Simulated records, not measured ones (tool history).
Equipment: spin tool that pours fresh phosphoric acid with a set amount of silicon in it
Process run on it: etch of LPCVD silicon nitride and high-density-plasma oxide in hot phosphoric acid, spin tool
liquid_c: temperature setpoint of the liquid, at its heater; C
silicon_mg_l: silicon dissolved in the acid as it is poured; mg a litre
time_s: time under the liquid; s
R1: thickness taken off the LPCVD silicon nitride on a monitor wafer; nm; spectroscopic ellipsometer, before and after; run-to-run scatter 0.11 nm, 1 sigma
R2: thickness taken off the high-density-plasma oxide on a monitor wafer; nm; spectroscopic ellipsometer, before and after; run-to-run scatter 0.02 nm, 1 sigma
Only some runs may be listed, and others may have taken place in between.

run 1 hour=0.0 | liquid_c=162.0 silicon_mg_l=12.0 time_s=180 | R1=20.376 R2=0.59183
run 2 hour=7.5 | liquid_c=162.0 silicon_mg_l=12.0 time_s=100 | R1=11.350 R2=0.34188
run 3 hour=14.3 | liquid_c=162.0 silicon_mg_l=12.0 time_s=140 | R1=16.016 R2=0.50410
run 4 hour=15.9 | liquid_c=161.0 silicon_mg_l=13.5 time_s=140 | R1=15.270 R2=0.46189
run 5 hour=19.1 | liquid_c=161.0 silicon_mg_l=13.5 time_s=215 | R1=23.603 R2=0.62997
run 6 hour=22.8 | liquid_c=161.0 silicon_mg_l=18.5 time_s=215 | R1=23.549 R2=0.59605
run 7 hour=28.3 | liquid_c=161.0 silicon_mg_l=18.0 time_s=210 | R1=23.165 R2=0.59465
run 8 hour=35.8 | liquid_c=160.5 silicon_mg_l=17.5 time_s=205 | R1=22.025 R2=0.55184
run 9 hour=43.2 | liquid_c=160.5 silicon_mg_l=17.0 time_s=200 | R1=21.469 R2=0.50480
run 10 hour=47.0 | liquid_c=160.5 silicon_mg_l=17.0 time_s=200 | R1=21.671 R2=0.56821
run 11 hour=52.2 | liquid_c=160.5 silicon_mg_l=17.0 time_s=195 | R1=20.904 R2=0.55895
run 12 hour=61.1 | liquid_c=160.5 silicon_mg_l=17.0 time_s=190 | R1=20.198 R2=0.55021
run 13 hour=67.0 | liquid_c=160.5 silicon_mg_l=17.5 time_s=185 | R1=19.885 R2=0.47248
run 14 hour=69.1 | liquid_c=160.5 silicon_mg_l=17.0 time_s=180 | R1=19.336 R2=0.50746

Run 15 is up next; what results do you expect?
run 15 hour=77.8 | liquid_c=160.5 silicon_mg_l=17.0 time_s=175 | R1=? R2=?

{"run 15": {"R1": 19.002, "R2": 0.42649}}
